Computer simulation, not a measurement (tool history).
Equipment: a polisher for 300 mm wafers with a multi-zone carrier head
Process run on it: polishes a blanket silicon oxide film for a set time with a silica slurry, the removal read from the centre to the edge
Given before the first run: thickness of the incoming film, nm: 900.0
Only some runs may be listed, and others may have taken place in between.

run	hour	flow of slurry (ml/min)	pressure of the head's centre zone	pressure of the head's middle zone	pressure of the head's edge zone	abrasive content of the slurry	polishing time (s)	film removed at the wafer's centre (Å)	film removed at mid-radius (Å)	film removed at the wafer's edge (Å)
1	0	200	1	1	1	1	63	1709.9	1698.9	1693.7
2	7.7	200	1	1	1.08	1	63	1722.9	1717.4	1813.3
3	9.6	200	1	1	1.08	1	69	1881.6	1853.4	1959.9
4	16	200	1	1	1.08	0.85	69	1721.1	1735.1	1812.2
5	18.5	185	0.96	1.02	1.06	0.85	69	1644	1777.1	1774.9
6	19.5	175	0.93	1.03	1.05	0.85	69	1551	1722	1752.1
7	24.2	175	0.93	1.03	1.05	0.85	69	1582.9	1727.4	1736.4
8	26.8	165	0.91	1.06	1.05	0.85	69	1514.6	1757.2	1760.2

Run 9 comes next. What will it give?
9	28.2	160	0.9	1.08	1.03	0.85	69	?	?	?

Run 9 came out at film removed at the wafer's centre (Å) 1491.7, film removed at mid-radius (Å) 1801.6, film removed at the wafer's edge (Å) 1721.8.
